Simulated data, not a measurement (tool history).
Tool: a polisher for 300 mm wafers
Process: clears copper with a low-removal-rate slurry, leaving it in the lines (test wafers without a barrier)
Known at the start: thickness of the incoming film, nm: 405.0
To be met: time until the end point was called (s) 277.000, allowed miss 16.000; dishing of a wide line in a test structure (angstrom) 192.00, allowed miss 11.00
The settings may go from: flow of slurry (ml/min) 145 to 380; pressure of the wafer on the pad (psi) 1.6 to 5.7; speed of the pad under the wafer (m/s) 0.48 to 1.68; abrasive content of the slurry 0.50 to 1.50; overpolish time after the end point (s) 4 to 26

run  hour  flow of slurry (ml/min)  pressure of the wafer on the pad (psi)  speed of the pad under the wafer (m/s)  abrasive content of the slurry  overpolish time after the end point (s)  time until the end point was called (s)  dishing of a wide line in a test structure (angstrom)
  1   0.0                      245                                     3.6                                    1.08                            1.00                                       13                                   94.619                                                 340.62
  2   1.2                      245                                     3.6                                    1.08                            1.10                                       13                                   92.126                                                 349.72
  3   6.4                      245                                     3.6                                    0.84                            1.10                                       13                                  111.810                                                 284.92
  4  13.0                      240                                     3.3                                    0.80                            1.10                                       14                                  129.850                                                 270.17
  5  14.9                      240                                     3.1                                    0.78                            1.10                                       15                                  137.930                                                 263.66
  6  18.4                      235                                     2.9                                    0.74                            1.10                                       16                                  166.000                                                 260.32
  7  25.8                      230                                     2.7                                    0.74                            1.10                                       16                                  172.410                                                 235.29
  8  27.6                      225                                     2.5                                    0.74                            1.10                                       16                                  187.370                                                 223.61
  9  34.8                      220                                     2.4                                    0.74                            1.10                                       16                                  192.340                                                 208.84
 10  41.6                      215                                     1.6                                    0.56                            1.10                                       21                                  369.030                                                 154.19
 11  43.6                      215                                     1.7                                    0.56                            1.10                                       21                                  349.370                                                 163.89
 12  48.1                      215                                     1.8                                    0.56                            1.10                                       21                                  329.970                                                 171.14
 13  51.4                      215                                     1.9                                    0.56                            1.10                                       21                                  327.080                                                 173.93

4 next moves are on the table. One of them brings every result within its allowed miss. Which?
  A  54.7                      280                                     1.9                                    0.48                            1.15                                       20                                        ?                                                      ?
  B  54.7                      235                                     1.9                                    0.78                            1.10                                       17                                        ?                                                      ?
  C  54.7                      210                                     2.3                                    0.54                            1.10                                       20                                        ?                                                      ?
  D  54.7                      155                                     2.5                                    0.58                            1.10                                       14                                        ?                                                      ?

move  time until the end point was called (s)  dishing of a wide line in a test structure (angstrom)
   A                                  347.020                                                 153.28
   B                                  225.750                                                 193.34
   C                                  271.160                                                 191.43
   D                                  246.600                                                 152.53
A: further off than the last run
B: takes the result that was furthest off past its target
C: meets every target
D: takes the result that was furthest off past its target
Move C is the one to make.
